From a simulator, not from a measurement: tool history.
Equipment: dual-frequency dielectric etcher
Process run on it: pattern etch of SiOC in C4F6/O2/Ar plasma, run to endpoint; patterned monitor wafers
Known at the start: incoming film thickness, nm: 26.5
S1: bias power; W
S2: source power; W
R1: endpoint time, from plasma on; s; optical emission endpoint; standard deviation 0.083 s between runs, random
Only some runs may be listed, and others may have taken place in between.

run 1 hour=0.0 | S1=489 S2=300 | R1=9.9302
run 2 hour=1.4 | S1=561 S2=300 | R1=9.5030
run 3 hour=7.3 | S1=615 S2=300 | R1=9.3055
run 4 hour=10.8 | S1=615 S2=250 | R1=10.5110
run 5 hour=18.0 | S1=565 S2=240 | R1=11.0060
run 6 hour=19.4 | S1=606 S2=240 | R1=10.9410
run 7 hour=24.6 | S1=569 S2=230 | R1=11.3390

Forecast run 8:
run 8 hour=27.5 | S1=471 S2=210 | R1=?

R1: 12.7170 s

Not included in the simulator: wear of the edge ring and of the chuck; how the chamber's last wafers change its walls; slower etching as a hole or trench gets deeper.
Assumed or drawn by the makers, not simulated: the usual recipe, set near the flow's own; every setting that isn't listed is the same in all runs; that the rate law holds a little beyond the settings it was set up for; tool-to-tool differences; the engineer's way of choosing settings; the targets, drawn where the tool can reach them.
